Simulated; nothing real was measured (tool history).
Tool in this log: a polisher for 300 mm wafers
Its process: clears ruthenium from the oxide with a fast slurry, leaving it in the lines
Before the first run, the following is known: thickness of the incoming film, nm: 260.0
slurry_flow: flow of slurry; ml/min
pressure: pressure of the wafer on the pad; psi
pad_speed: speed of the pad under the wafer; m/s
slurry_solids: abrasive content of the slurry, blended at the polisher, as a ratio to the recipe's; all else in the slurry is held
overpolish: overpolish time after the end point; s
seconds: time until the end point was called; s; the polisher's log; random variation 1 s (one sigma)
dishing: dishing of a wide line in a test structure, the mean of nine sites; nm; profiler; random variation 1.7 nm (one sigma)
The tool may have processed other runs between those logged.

run 1 hour=0 | slurry_flow=215 pressure=3.1 pad_speed=1.02 slurry_solids=1 overpolish=26 | seconds=45.841 dishing=97.279
run 2 hour=8.4 | slurry_flow=215 pressure=3.1 pad_speed=1.2 slurry_solids=1 overpolish=26 | seconds=39.902 dishing=104.28
run 3 hour=12.4 | slurry_flow=260 pressure=3.1 pad_speed=1.2 slurry_solids=1 overpolish=26 | seconds=37.893 dishing=110.24
run 4 hour=14.9 | slurry_flow=260 pressure=3.1 pad_speed=1.2 slurry_solids=0.8 overpolish=26 | seconds=44.858 dishing=103.22
run 5 hour=23.3 | slurry_flow=255 pressure=2.7 pad_speed=1.18 slurry_solids=0.8 overpolish=26 | seconds=49.313 dishing=89.834
run 6 hour=31.9 | slurry_flow=255 pressure=2.7 pad_speed=1.18 slurry_solids=0.6 overpolish=26 | seconds=63.358 dishing=75.791

Expected results for the next run?
run 7 hour=38.9 | slurry_flow=240 pressure=2.6 pad_speed=1.18 slurry_solids=0.6 overpolish=27 | seconds=? dishing=?

{"run 7": {"seconds": 65.217, "dishing": 75.947}}
